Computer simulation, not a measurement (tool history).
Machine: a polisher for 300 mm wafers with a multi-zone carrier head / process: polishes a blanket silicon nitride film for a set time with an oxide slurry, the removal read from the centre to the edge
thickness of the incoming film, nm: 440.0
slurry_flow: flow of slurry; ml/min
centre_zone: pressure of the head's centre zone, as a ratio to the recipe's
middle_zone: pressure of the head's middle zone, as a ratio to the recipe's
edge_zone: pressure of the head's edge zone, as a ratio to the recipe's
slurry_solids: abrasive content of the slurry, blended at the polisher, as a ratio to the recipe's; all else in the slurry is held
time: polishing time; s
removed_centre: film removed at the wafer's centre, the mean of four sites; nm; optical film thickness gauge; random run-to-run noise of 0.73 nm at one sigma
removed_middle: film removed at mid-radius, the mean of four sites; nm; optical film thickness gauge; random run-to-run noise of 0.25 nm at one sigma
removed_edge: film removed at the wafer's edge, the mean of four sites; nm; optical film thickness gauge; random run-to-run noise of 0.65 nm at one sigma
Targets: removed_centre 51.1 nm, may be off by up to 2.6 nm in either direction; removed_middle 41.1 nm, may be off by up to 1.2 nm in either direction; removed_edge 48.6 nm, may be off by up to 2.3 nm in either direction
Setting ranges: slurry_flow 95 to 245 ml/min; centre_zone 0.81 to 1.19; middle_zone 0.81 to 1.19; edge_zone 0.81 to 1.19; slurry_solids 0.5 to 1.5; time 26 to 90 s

run,day,slurry_flow,centre_zone,middle_zone,edge_zone,slurry_solids,time,removed_centre,removed_middle,removed_edge
1,0,155,1,1,1,1,58,62.745,60.834,60.773
2,0.058,150,1.01,0.96,0.99,0.9,58,60.72,56.555,60.4
3,0.125,170,1.01,0.96,0.99,0.9,58,61.827,58.137,61.512
4,0.404,160,1.03,0.94,0.97,0.8,57,58.286,53.638,55.375
5,0.662,150,1.04,0.91,0.97,0.75,57,57.51,50.419,54.229
6,0.75,150,1.04,0.91,0.91,0.75,57,57.395,50.779,52.083
7,1.042,140,1.04,0.89,0.92,0.7,57,52.832,47.844,51.744
8,1.096,135,1.06,0.87,0.92,0.7,57,53.347,46.517,50.442
9,1.454,130,1.07,0.86,0.93,0.7,57,54.859,46.143,50.835
10,1.604,125,1.07,0.85,0.93,0.7,57,55.078,44.824,49.98
11,1.929,120,1.06,0.84,0.93,0.7,57,53.919,44.95,49.597
12,2.058,110,1.08,0.81,1.02,0.55,57,48.626,39.002,49.004
13,2.083,115,1.08,0.82,1.01,0.55,57,48.824,39.659,48.07

Which single option among these 4 for the next run brings every result within its allowed miss of target? Just one does.
A,2.108,165,1.19,0.83,0.81,0.85,47,?,?,?
B,2.108,120,1.06,0.83,1.06,0.5,56,?,?,?
C,2.108,115,1.16,0.92,0.93,0.65,51,?,?,?
D,2.108,120,1.08,0.82,0.99,0.8,51,?,?,?

move,removed_centre,removed_middle,removed_edge
A,58.645,41.386,44.09
B,48.007,38.446,47.346
C,51.598,40.544,43.805
D,52.174,40.671,48.852
A: the furthest-off result lands on target, but another misses its tolerance
B: further off than the last run
C: the furthest-off result lands on target, but another misses its tolerance
D: all results in spec
Go with D: it meets all targets.

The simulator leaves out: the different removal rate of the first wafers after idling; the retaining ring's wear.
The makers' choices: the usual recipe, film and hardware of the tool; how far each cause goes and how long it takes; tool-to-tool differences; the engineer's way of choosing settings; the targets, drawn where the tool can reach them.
